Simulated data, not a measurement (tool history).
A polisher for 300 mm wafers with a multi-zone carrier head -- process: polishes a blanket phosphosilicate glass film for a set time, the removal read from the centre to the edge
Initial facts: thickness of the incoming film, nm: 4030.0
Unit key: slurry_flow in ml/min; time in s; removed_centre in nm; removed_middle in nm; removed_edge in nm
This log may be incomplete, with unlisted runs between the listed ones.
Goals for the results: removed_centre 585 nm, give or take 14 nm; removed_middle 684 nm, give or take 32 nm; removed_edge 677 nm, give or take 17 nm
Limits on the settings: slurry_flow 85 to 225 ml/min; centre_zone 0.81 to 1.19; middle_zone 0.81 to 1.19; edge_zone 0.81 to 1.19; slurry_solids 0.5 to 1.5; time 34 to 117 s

| run | hour | slurry_flow | centre_zone | middle_zone | edge_zone | slurry_solids | time | removed_centre | removed_middle | removed_edge |
|---|---|---|---|---|---|---|---|---|---|---|
| 1 | 0 | 145 | 1 | 1 | 1 | 1 | 75 | 893.69 | 893.92 | 878.15 |
| 2 | 3.7 | 145 | 1 | 0.94 | 1 | 1 | 75 | 899.28 | 836.91 | 887.28 |
| 3 | 11.9 | 135 | 0.96 | 0.94 | 0.97 | 0.9 | 75 | 818.03 | 814.9 | 842.54 |
| 4 | 13.3 | 130 | 0.93 | 0.94 | 0.95 | 0.8 | 75 | 747.77 | 740.41 | 782.49 |
| 5 | 20 | 120 | 0.9 | 0.96 | 0.93 | 0.75 | 75 | 695.31 | 720.37 | 745.54 |
| 6 | 26.1 | 120 | 0.9 | 0.91 | 0.93 | 0.75 | 75 | 684.81 | 707.06 | 749.62 |
| 7 | 29.4 | 115 | 0.88 | 0.92 | 0.91 | 0.75 | 75 | 666.54 | 685.03 | 724.93 |
| 8 | 35.2 | 110 | 0.86 | 0.95 | 0.91 | 0.75 | 75 | 638.61 | 702.85 | 732.24 |
| 9 | 40.3 | 105 | 0.85 | 0.96 | 0.89 | 0.75 | 75 | 628.61 | 719.09 | 715.41 |
| 10 | 49.3 | 100 | 0.84 | 0.95 | 0.88 | 0.75 | 75 | 608.87 | 675.84 | 704.87 |
| 11 | 55.3 | 95 | 0.84 | 0.96 | 0.87 | 0.75 | 75 | 609.82 | 698.2 | 691.48 |
| 12 | 59.3 | 85 | 0.81 | 0.95 | 0.86 | 0.75 | 75 | 556.79 | 662.63 | 677.15 |
| 13 | 60.9 | 105 | 0.82 | 0.95 | 0.83 | 0.75 | 75 | 603.03 | 688.2 | 694.13 |

Below are 5 possible settings for the next run. Only one of them brings all results inside the allowed miss of their targets. Which is it?
| A | 62.5 | 110 | 0.84 | 0.87 | 0.85 | 0.7 | 78 | ? | ? | ? |
| B | 62.5 | 90 | 0.88 | 0.86 | 0.94 | 0.65 | 79 | ? | ? | ? |
| C | 62.5 | 105 | 0.86 | 0.95 | 0.84 | 0.85 | 69 | ? | ? | ? |
| D | 62.5 | 105 | 0.82 | 0.91 | 0.84 | 0.9 | 71 | ? | ? | ? |
| E | 62.5 | 120 | 0.83 | 0.98 | 0.88 | 1 | 62 | ? | ? | ? |

| move | removed_centre | removed_middle | removed_edge |
|---|---|---|---|
| A | 632.6 | 650.51 | 714.94 |
| B | 613.85 | 601.13 | 709.83 |
| C | 614.99 | 664.24 | 677.47 |
| D | 617.3 | 675.62 | 714.06 |
| E | 589.49 | 674.01 | 677.53 |
A: lands further from the targets than the last run did
B: lands further from the targets than the last run did
C: lands further from the targets than the last run did
D: lands further from the targets than the last run did
E: meets every target
E meets every target.

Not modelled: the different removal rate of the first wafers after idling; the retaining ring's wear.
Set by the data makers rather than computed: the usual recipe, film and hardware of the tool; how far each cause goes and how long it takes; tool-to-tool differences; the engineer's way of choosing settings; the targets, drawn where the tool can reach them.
